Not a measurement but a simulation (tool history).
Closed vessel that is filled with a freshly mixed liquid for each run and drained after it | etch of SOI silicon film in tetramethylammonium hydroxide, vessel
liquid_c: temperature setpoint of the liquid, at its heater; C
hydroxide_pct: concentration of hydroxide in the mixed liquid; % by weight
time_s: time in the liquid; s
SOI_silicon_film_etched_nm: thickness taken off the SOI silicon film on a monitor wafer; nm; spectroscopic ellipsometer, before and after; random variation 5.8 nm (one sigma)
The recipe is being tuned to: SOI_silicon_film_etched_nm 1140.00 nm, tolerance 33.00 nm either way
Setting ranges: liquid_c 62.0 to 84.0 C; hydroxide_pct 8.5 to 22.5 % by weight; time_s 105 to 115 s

run	day	liquid_c	hydroxide_pct	time_s	SOI_silicon_film_etched_nm
1	0.000	75.0	15.5	105	855.38
2	0.100	75.0	13.0	105	922.59
3	0.138	75.0	13.0	105	924.29
4	0.371	75.0	11.0	105	991.43
5	0.521	75.0	13.5	105	904.14
6	0.871	76.5	13.5	105	990.71
7	1.038	77.5	13.5	105	1049.70
8	1.217	78.0	13.5	105	1085.60

Of the 5 settings listed for the next run, only one would bring every result within its allowed miss of target. Which one?
A	1.396	78.0	15.5	110	?
B	1.396	79.0	14.0	115	?
C	1.396	77.5	12.5	115	?
D	1.396	79.0	15.0	110	?
E	1.396	79.0	14.5	115	?

move	SOI_silicon_film_etched_nm
A	1062.00
B	1231.30
C	1193.70
D	1135.00
E	1208.90
A: further off than the last run
B: carries the result that was furthest off beyond its target, to the other side
C: carries the result that was furthest off beyond its target, to the other side
D: meets every target
E: carries the result that was furthest off beyond its target, to the other side
D meets every target.
